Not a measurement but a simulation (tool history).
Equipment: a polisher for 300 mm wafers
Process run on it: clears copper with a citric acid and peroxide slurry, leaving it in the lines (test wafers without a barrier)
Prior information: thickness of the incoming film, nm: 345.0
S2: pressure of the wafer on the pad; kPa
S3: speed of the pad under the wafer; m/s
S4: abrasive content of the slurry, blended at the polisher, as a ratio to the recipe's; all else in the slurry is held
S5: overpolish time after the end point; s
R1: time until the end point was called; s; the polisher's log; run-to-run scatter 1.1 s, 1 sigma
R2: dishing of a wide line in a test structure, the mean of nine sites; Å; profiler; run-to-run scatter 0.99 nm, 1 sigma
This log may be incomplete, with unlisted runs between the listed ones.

Run 1, hour 0: flow of slurry (ml/min) 290, S2 24.1 kPa, S3 1.06 m/s, S4 1, S5 25 s. Result: R1 140.19 s, R2 396.82 Å.
Run 2, hour 8.4: flow of slurry (ml/min) 290, S2 25.5 kPa, S3 1.08 m/s, S4 1, S5 24 s. Result: R1 136.5 s, R2 402.53 Å.
Run 3, hour 15.3: flow of slurry (ml/min) 290, S2 22.1 kPa, S3 1.08 m/s, S4 1, S5 24 s. Result: R1 156.43 s, R2 370.43 Å.
Run 4, hour 19.6: flow of slurry (ml/min) 290, S2 23.4 kPa, S3 1.1 m/s, S4 1, S5 23 s. Result: R1 140.9 s, R2 372.61 Å.
Run 5, hour 20.6: flow of slurry (ml/min) 290, S2 23.4 kPa, S3 1.1 m/s, S4 1.2, S5 23 s. Result: R1 135.27 s, R2 384.86 Å.
Run 6, hour 23.2: flow of slurry (ml/min) 290, S2 24.8 kPa, S3 1.12 m/s, S4 1.2, S5 22 s. Result: R1 132.22 s, R2 399.62 Å.
Run 7, hour 25.4: flow of slurry (ml/min) 290, S2 26.2 kPa, S3 1.16 m/s, S4 1.2, S5 20 s. Result: R1 119.71 s, R2 388.85 Å.
Run 8, hour 26.4: flow of slurry (ml/min) 290, S2 27.6 kPa, S3 1.18 m/s, S4 1.2, S5 19 s. Result: R1 110.22 s, R2 403.41 Å.
Run 9, hour 28: flow of slurry (ml/min) 290, S2 28.3 kPa, S3 1.2 m/s, S4 1.2, S5 18 s. Result: R1 107.07 s, R2 372 Å.
Run 10, hour 32.6: flow of slurry (ml/min) 290, S2 29 kPa, S3 1.22 m/s, S4 1.2, S5 18 s. Result: R1 102.83 s, R2 412.07 Å.
Run 11, hour 41.2: flow of slurry (ml/min) 290, S2 29 kPa, S3 1.22 m/s, S4 1.2, S5 18 s. Result: R1 106.33 s, R2 396.99 Å.
At hour 45.4: slurry blender recalibrated.
Run 12, hour 45.4: flow of slurry (ml/min) 290, S2 29.6 kPa, S3 1.24 m/s, S4 1.2, S5 18 s. Result: R1 91.02 s, R2 454.49 Å.

For run 13, what comes out?
Run 13, hour 53.2: flow of slurry (ml/min) 290, S2 35.2 kPa, S3 1.26 m/s, S4 1.2, S5 12 s. Result: R1 ?, R2 ?.

Logged for run 13: R1 75.39 s, R2 372.75 Å.

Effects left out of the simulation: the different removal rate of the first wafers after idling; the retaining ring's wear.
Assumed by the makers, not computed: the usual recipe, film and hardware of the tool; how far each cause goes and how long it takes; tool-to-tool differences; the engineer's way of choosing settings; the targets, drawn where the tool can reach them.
